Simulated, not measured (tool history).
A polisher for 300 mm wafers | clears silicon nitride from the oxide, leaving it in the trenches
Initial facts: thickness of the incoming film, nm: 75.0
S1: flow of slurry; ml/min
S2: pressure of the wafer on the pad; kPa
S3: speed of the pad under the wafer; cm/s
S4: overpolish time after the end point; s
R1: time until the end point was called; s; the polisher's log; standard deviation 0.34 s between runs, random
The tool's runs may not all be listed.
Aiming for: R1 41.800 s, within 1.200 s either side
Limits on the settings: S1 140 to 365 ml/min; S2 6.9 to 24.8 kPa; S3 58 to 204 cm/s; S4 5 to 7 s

run    day   S1    S2   S3  S4      R1
  1  0.000  235  15.9  130   7  71.191
  2  0.158  235  17.2  130   7  65.329
  3  0.242  235  15.9  130   7  69.196
  4  0.412  235  15.9  130   5  70.078
  5  0.738  235  15.9  106   5  81.626
  6  0.967  240  17.9  110   5  71.686
  7  1.167  240  19.3  114   5  64.471
  8  1.475  240  20.7  118   5  59.153
  9  1.812  245  21.4  122   5  56.247
 10  2.167  245  22.1  126   5  52.763

Next run, 5 choices. One meets every target within its allowed miss, the rest don't. Which?
  A  2.521  265  18.6  126   5   ?
  B  2.521  295  22.8  140   7   ?
  C  2.521  295  24.8  156   5   ?
  D  2.521  190  22.8  170   6   ?
  E  2.521  225  20.0   98   5   ?

move      R1
   A  61.485
   B  46.621
   C  39.456
   D  42.028
   E  70.772
A: moves away from the targets compared with the last run
B: better than the last run, though not everything is in spec
C: the result that was furthest off in the last run now lies on the other side of its target
D: each result inside its tolerance
E: moves away from the targets compared with the last run
So the answer is move D, the one that meets all the targets.
